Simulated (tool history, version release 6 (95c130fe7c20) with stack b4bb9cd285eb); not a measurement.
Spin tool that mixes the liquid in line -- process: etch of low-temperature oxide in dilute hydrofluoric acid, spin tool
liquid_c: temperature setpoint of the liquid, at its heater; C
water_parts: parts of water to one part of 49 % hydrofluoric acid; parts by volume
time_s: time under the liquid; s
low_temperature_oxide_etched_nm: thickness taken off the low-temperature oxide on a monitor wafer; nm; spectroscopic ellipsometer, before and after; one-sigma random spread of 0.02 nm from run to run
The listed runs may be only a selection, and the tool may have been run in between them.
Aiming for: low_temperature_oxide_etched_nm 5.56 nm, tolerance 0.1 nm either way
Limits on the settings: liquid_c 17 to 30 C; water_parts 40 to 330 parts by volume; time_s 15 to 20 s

run,hour,liquid_c,water_parts,time_s,low_temperature_oxide_etched_nm
1,0,22,185,20,3.2113
2,5,25,185,20,3.5986
3,10.8,26,180,20,3.8403
4,12.3,26.5,175,20,4.0516
5,17.4,26.5,125,20,6.0556
6,19.6,26.5,170,20,4.2187
7,22.7,30,145,20,5.8078
8,29,30,145,20,5.7521
9,35.2,30,145,20,5.7944
10,42.9,29.5,145,20,5.6649

Exercise: of the 5 proposed moves below, exactly one satisfies all targets within the stated allowed misses. Which move is it?
A,50.6,28,140,20,?
B,50.6,24.5,120,20,?
C,50.6,28.5,135,20,?
D,50.6,30,145,20,?
E,50.6,29,140,20,?

move,low_temperature_oxide_etched_nm
A,5.5996
B,5.8475
C,5.9537
D,5.7867
E,5.8128
A: every result lands within tolerance
B: further off than the last run
C: further off than the last run
D: further off than the last run
E: further off than the last run
Move A is the one to make.
